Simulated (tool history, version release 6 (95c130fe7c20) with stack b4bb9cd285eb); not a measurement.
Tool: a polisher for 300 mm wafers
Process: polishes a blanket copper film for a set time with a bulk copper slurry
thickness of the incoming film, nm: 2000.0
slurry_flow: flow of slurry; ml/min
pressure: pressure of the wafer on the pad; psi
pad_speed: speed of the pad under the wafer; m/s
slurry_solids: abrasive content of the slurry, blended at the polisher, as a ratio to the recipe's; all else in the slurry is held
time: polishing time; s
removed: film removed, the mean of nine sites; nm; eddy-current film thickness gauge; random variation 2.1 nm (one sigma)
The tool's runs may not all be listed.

run    day  slurry_flow  pressure  pad_speed  slurry_solids  time  removed
  1      0          185       3.5        1.1              1    19   258.41
  2  0.221          185         3        1.1              1    19   225.76
  3  0.317          185         3        1.1              1    19   225.03
  4  0.529          185       3.5        1.1              1    19   259.47
  5  0.708          185       3.5       1.36              1    19   323.84
  6  0.733          185       3.5       1.36              1    17   286.06
  7   0.95          185       3.3       1.34              1    17   262.13
  8  1.075          185       3.1       1.34              1    17   251.83
  9  1.375          185       2.9       1.34              1    17   241.22
 10  1.521          185       2.7       1.34              1    17   223.17
 11  1.633          185       2.6       1.34              1    17    207.9

The next listed run, before its measurement:
 12  1.942          180       1.7       1.32              1    17        ?

Run 12 gave removed 141.02 nm.
